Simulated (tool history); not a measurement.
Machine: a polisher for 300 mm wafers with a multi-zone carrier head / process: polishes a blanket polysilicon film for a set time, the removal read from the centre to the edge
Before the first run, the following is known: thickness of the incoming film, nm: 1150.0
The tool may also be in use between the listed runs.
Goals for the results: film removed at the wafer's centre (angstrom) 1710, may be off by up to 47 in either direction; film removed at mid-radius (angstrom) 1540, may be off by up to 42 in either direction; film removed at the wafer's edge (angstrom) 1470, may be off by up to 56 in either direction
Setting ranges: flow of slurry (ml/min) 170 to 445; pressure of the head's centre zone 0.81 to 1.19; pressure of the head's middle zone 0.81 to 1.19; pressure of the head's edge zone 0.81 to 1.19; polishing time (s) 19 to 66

| run | hour | flow of slurry (ml/min) | pressure of the head's centre zone | pressure of the head's middle zone | pressure of the head's edge zone | polishing time (s) | film removed at the wafer's centre (angstrom) | film removed at mid-radius (angstrom) | film removed at the wafer's edge (angstrom) |
|---|---|---|---|---|---|---|---|---|---|
| 1 | 0 | 285 | 1 | 1 | 1 | 42 | 1717.2 | 1665.9 | 1740.8 |
| 2 | 2.4 | 220 | 1 | 1 | 1 | 42 | 1669.2 | 1648.1 | 1701.7 |
| 3 | 4.7 | 170 | 1 | 1 | 1 | 42 | 1626.2 | 1598.5 | 1700.4 |
| 4 | 13.7 | 175 | 1.01 | 1 | 0.98 | 42 | 1639.5 | 1597.3 | 1657.8 |
| 5 | 19.3 | 170 | 1.01 | 1 | 0.98 | 42 | 1635.9 | 1589.7 | 1682.9 |
| 6 | 24.2 | 180 | 1.02 | 1 | 0.96 | 42 | 1660.9 | 1622.4 | 1660.1 |
| 7 | 29.2 | 185 | 1.03 | 0.99 | 0.95 | 42 | 1702.8 | 1608.8 | 1671.1 |
| 8 | 32.3 | 190 | 1.04 | 0.99 | 0.94 | 42 | 1721 | 1619 | 1650 |

Which of these 5 next moves meets every target?
| A | 35.4 | 190 | 1.11 | 0.96 | 0.9 | 39 | ? | ? | ? |
| B | 35.4 | 200 | 1.16 | 1.09 | 0.96 | 37 | ? | ? | ? |
| C | 35.4 | 230 | 1.13 | 0.98 | 0.92 | 38 | ? | ? | ? |
| D | 35.4 | 245 | 1.17 | 1.01 | 0.83 | 36 | ? | ? | ? |
| E | 35.4 | 230 | 1.19 | 0.96 | 0.91 | 38 | ? | ? | ? |

| move | film removed at the wafer's centre (angstrom) | film removed at mid-radius (angstrom) | film removed at the wafer's edge (angstrom) |
|---|---|---|---|
| A | 1693.3 | 1458.3 | 1482.4 |
| B | 1688.7 | 1530.6 | 1451.6 |
| C | 1709.4 | 1465.6 | 1475.8 |
| D | 1686.7 | 1427.5 | 1338.9 |
| E | 1800.5 | 1442.5 | 1468.7 |
A: brings the last run's worst result on target, with another outside its allowed miss
B: every result within its allowed miss
C: brings the last run's worst result on target, with another outside its allowed miss
D: moves the result that the last run missed by most past its target, out the other side
E: brings the last run's worst result on target, with another outside its allowed miss
Answer: B

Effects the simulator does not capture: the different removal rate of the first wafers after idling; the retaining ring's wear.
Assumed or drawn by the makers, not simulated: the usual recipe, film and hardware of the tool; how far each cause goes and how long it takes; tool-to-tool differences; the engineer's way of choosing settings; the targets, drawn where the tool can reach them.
